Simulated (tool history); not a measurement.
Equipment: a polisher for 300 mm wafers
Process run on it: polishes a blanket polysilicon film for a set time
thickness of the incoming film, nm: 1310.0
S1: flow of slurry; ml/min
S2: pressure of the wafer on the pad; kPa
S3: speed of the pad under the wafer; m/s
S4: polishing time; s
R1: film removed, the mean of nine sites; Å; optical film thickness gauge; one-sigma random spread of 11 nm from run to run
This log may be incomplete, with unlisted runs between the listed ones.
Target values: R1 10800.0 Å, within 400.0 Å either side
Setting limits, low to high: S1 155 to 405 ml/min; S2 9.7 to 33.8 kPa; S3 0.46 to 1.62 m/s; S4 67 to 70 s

run,hour,S1,S2,S3,S4,R1
1,0.0,260,21.4,1.04,67,5513.8
2,8.1,260,25.5,1.08,67,6692.1
3,15.2,310,25.5,1.08,67,6815.8
4,18.8,310,25.5,0.84,67,5618.0
5,25.3,310,28.3,0.96,67,6908.1
6,26.0,310,30.3,1.04,67,7845.2
7,33.4,310,31.7,1.12,67,8625.7
8,35.1,310,32.4,1.18,67,9181.0

Which one of the following 5 next-run settings gets every result inside its allowed miss? There is exactly one.
A,36.8,355,32.4,0.86,68,?
B,36.8,280,24.1,1.18,70,?
C,36.8,285,33.8,1.28,70,?
D,36.8,275,31.0,1.14,67,?
E,36.8,315,30.3,1.08,67,?

move,R1
A,7501.9
B,7219.9
C,10715.0
D,8583.7
E,8144.1
A: lands further from the targets than the last run did
B: lands further from the targets than the last run did
C: every result within its allowed miss
D: lands further from the targets than the last run did
E: lands further from the targets than the last run did
Correct choice: C, which meets every target
